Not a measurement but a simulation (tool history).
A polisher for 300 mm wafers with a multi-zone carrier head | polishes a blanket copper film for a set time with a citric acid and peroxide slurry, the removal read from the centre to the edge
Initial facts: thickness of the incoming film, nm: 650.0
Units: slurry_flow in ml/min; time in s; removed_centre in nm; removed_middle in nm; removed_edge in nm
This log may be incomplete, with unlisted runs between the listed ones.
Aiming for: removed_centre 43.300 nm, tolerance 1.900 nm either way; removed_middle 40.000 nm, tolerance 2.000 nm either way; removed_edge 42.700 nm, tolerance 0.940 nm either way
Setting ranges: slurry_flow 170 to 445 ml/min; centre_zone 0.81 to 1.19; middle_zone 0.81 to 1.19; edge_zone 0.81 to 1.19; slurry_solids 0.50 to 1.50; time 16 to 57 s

{"run": 1, "hour": 0.0, "slurry_flow": 285, "centre_zone": 1.0, "middle_zone": 1.0, "edge_zone": 1.0, "slurry_solids": 1.0, "time": 36, "removed_centre": 58.866, "removed_middle": 59.679, "removed_edge": 60.782}
{"run": 2, "hour": 2.7, "slurry_flow": 280, "centre_zone": 0.99, "middle_zone": 0.96, "edge_zone": 0.96, "slurry_solids": 0.85, "time": 34, "removed_centre": 53.651, "removed_middle": 53.158, "removed_edge": 54.64}
{"run": 3, "hour": 8.7, "slurry_flow": 280, "centre_zone": 0.99, "middle_zone": 0.88, "edge_zone": 0.96, "slurry_solids": 0.85, "time": 34, "removed_centre": 52.453, "removed_middle": 50.045, "removed_edge": 54.94}
{"run": 4, "hour": 14.6, "slurry_flow": 275, "centre_zone": 0.99, "middle_zone": 0.87, "edge_zone": 0.92, "slurry_solids": 0.75, "time": 33, "removed_centre": 49.601, "removed_middle": 48.313, "removed_edge": 51.158}
{"run": 5, "hour": 21.9, "slurry_flow": 235, "centre_zone": 0.99, "middle_zone": 0.87, "edge_zone": 0.92, "slurry_solids": 0.75, "time": 33, "removed_centre": 50.294, "removed_middle": 44.494, "removed_edge": 50.588}
{"run": 6, "hour": 24.7, "slurry_flow": 260, "centre_zone": 0.99, "middle_zone": 0.87, "edge_zone": 0.92, "slurry_solids": 0.75, "time": 33, "removed_centre": 49.808, "removed_middle": 46.203, "removed_edge": 51.347}
{"run": 7, "hour": 31.5, "slurry_flow": 250, "centre_zone": 0.99, "middle_zone": 0.88, "edge_zone": 0.88, "slurry_solids": 0.65, "time": 32, "removed_centre": 47.185, "removed_middle": 44.244, "removed_edge": 47.373}
{"run": 8, "hour": 36.1, "slurry_flow": 235, "centre_zone": 0.98, "middle_zone": 0.88, "edge_zone": 0.86, "slurry_solids": 0.6, "time": 32, "removed_centre": 46.37, "removed_middle": 42.797, "removed_edge": 46.776}
{"run": 9, "hour": 39.7, "slurry_flow": 235, "centre_zone": 0.98, "middle_zone": 0.88, "edge_zone": 0.85, "slurry_solids": 0.55, "time": 31, "removed_centre": 44.673, "removed_middle": 41.791, "removed_edge": 44.609}

Of the 5 settings listed for the next run, only one would bring every result within its allowed miss of target. Which one?
{"run": "A", "hour": 43.3, "slurry_flow": 230, "centre_zone": 0.93, "middle_zone": 0.85, "edge_zone": 1.01, "slurry_solids": 0.5, "time": 32, "removed_centre": "?", "removed_middle": "?", "removed_edge": "?"}
{"run": "B", "hour": 43.3, "slurry_flow": 210, "centre_zone": 1.07, "middle_zone": 0.87, "edge_zone": 0.83, "slurry_solids": 0.6, "time": 31, "removed_centre": "?", "removed_middle": "?", "removed_edge": "?"}
{"run": "C", "hour": 43.3, "slurry_flow": 225, "centre_zone": 0.99, "middle_zone": 0.87, "edge_zone": 0.81, "slurry_solids": 0.7, "time": 29, "removed_centre": "?", "removed_middle": "?", "removed_edge": "?"}
{"run": "D", "hour": 43.3, "slurry_flow": 360, "centre_zone": 1.12, "middle_zone": 0.89, "edge_zone": 0.81, "slurry_solids": 0.55, "time": 29, "removed_centre": "?", "removed_middle": "?", "removed_edge": "?"}
{"run": "E", "hour": 43.3, "slurry_flow": 235, "centre_zone": 0.9, "middle_zone": 0.81, "edge_zone": 0.87, "slurry_solids": 0.65, "time": 31, "removed_centre": "?", "removed_middle": "?", "removed_edge": "?"}

move=A removed_centre=43.354 removed_middle=40.520 removed_edge=47.465
move=B removed_centre=49.171 removed_middle=40.689 removed_edge=44.677
move=C removed_centre=43.953 removed_middle=39.315 removed_edge=42.831
move=D removed_centre=50.255 removed_middle=40.229 removed_edge=42.593
move=E removed_centre=42.373 removed_middle=39.364 removed_edge=46.191
A: the biggest miss grows against the last run
B: the biggest miss grows against the last run
C: each result inside its tolerance
D: brings the result that was furthest off to its target, and leaves another outside
E: the biggest miss grows against the last run
Answer: C
